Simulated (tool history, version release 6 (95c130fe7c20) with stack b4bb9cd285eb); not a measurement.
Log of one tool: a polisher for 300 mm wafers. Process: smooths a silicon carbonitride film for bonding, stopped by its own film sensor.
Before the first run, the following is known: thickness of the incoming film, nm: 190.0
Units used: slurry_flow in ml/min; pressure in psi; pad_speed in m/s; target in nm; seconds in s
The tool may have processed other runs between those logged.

run 1 hour=0.0 | slurry_flow=225 pressure=2.4 pad_speed=1.02 slurry_solids=1.0 target=172 | seconds=46.727
run 2 hour=7.4 | slurry_flow=230 pressure=2.5 pad_speed=1.02 slurry_solids=1.0 target=172 | seconds=45.690
run 3 hour=13.4 | slurry_flow=230 pressure=2.5 pad_speed=1.12 slurry_solids=1.0 target=172 | seconds=41.957
run 4 hour=15.6 | slurry_flow=230 pressure=2.5 pad_speed=1.12 slurry_solids=1.0 target=172 | seconds=41.820
run 5 hour=19.6 | slurry_flow=260 pressure=2.5 pad_speed=1.12 slurry_solids=1.0 target=172 | seconds=40.912
run 6 hour=28.0 | slurry_flow=260 pressure=2.5 pad_speed=1.12 slurry_solids=1.0 target=174 | seconds=37.084
run 7 hour=31.4 | slurry_flow=265 pressure=2.5 pad_speed=1.12 slurry_solids=1.0 target=174 | seconds=36.542

For run 8, what comes out?
run 8 hour=36.4 | slurry_flow=270 pressure=2.5 pad_speed=1.12 slurry_solids=1.0 target=174 | seconds=?

seconds: 36.679 s
